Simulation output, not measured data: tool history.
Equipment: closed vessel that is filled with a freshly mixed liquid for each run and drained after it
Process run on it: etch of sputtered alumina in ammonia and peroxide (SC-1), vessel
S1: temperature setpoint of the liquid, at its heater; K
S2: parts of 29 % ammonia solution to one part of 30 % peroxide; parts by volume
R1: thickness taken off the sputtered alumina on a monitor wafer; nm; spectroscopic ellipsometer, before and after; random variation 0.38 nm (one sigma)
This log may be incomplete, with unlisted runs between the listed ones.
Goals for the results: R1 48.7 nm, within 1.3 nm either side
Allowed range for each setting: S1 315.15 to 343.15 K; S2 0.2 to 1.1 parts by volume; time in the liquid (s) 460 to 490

Run 1, day 0: S1 331.15 K, S2 0.6 parts by volume, time in the liquid (s) 460. Result: R1 30.43 nm.
Run 2, day 0.35: S1 332.65 K, S2 0.6 parts by volume, time in the liquid (s) 460. Result: R1 33.27 nm.
Run 3, day 0.517: S1 332.65 K, S2 0.6 parts by volume, time in the liquid (s) 460. Result: R1 33.393 nm.
Run 4, day 0.829: S1 333.65 K, S2 0.6 parts by volume, time in the liquid (s) 460. Result: R1 34.407 nm.
Run 5, day 0.996: S1 333.65 K, S2 0.5 parts by volume, time in the liquid (s) 460. Result: R1 33.727 nm.
Run 6, day 1.079: S1 333.65 K, S2 0.65 parts by volume, time in the liquid (s) 460. Result: R1 34.907 nm.
Run 7, day 1.442: S1 334.65 K, S2 0.65 parts by volume, time in the liquid (s) 460. Result: R1 36.429 nm.
Run 8, day 1.475: S1 335.65 K, S2 0.65 parts by volume, time in the liquid (s) 460. Result: R1 38.308 nm.
Run 9, day 1.538: S1 336.65 K, S2 0.65 parts by volume, time in the liquid (s) 460. Result: R1 41.142 nm.
Run 10, day 1.796: S1 337.15 K, S2 0.65 parts by volume, time in the liquid (s) 460. Result: R1 41.894 nm.
Run 11, day 1.9: S1 337.65 K, S2 0.65 parts by volume, time in the liquid (s) 460. Result: R1 43.19 nm.
Run 12, day 2.125: S1 338.15 K, S2 0.65 parts by volume, time in the liquid (s) 460. Result: R1 44.364 nm.

4 next moves are on the table. One of them brings every result within its allowed miss. Which?
Run A, day 2.35: S1 339.65 K, S2 0.4 parts by volume, time in the liquid (s) 490. Result: R1 ?.
Run B, day 2.35: S1 335.15 K, S2 0.75 parts by volume, time in the liquid (s) 460. Result: R1 ?.
Run C, day 2.35: S1 341.65 K, S2 0.6 parts by volume, time in the liquid (s) 460. Result: R1 ?.
Run D, day 2.35: S1 336.15 K, S2 0.9 parts by volume, time in the liquid (s) 460. Result: R1 ?.

move      R1
   A  48.281
   B  38.427
   C  51.925
   D  41.119
A: every result lands within tolerance
B: moves away from the targets compared with the last run
C: the result that was furthest off in the last run now lies on the other side of its target
D: moves away from the targets compared with the last run
Move A is the one to make.
